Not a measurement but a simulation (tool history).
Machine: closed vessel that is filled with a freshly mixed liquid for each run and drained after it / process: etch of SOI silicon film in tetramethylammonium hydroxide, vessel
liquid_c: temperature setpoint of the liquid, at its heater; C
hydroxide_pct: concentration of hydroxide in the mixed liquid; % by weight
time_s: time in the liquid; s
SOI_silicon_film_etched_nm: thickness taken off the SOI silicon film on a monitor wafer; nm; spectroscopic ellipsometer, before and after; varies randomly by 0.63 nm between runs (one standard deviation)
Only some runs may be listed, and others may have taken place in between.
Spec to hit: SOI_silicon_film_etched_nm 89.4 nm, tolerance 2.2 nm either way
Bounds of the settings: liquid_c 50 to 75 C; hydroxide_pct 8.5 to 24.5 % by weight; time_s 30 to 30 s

run    day  liquid_c  hydroxide_pct  time_s  SOI_silicon_film_etched_nm
  1      0        62           16.5      30                      100.21
  2  0.192      61.5           16.5      30                      96.466
  3  0.321      61.5             18      30                      93.413
  4  0.546        56             18      30                      66.335
  5  0.858      57.5             18      30                      74.011
  6  1.192      57.5           20.5      30                      68.608
  7  1.462      58.5           20.5      30                      72.423
  8  1.542      59.5           20.5      30                      78.478
  9  1.829        60           20.5      30                      80.632
 10  2.129      60.5           20.5      30                      82.396
 11  2.467        61           20.5      30                      86.175

Which one of the following 4 next-run settings gets every result inside its allowed miss? There is exactly one.
  A  2.804        60             20      30                           ?
  B  2.804      61.5           19.5      30                           ?
  C  2.804      58.5             16      30                           ?
  D  2.804      61.5             22      30                           ?

move  SOI_silicon_film_etched_nm
   A                      81.591
   B                      90.598
   C                      81.223
   D                      85.328
A: its largest miss is bigger than the last run's
B: hits every target within its allowed miss
C: its largest miss is bigger than the last run's
D: its largest miss is bigger than the last run's
Answer: B

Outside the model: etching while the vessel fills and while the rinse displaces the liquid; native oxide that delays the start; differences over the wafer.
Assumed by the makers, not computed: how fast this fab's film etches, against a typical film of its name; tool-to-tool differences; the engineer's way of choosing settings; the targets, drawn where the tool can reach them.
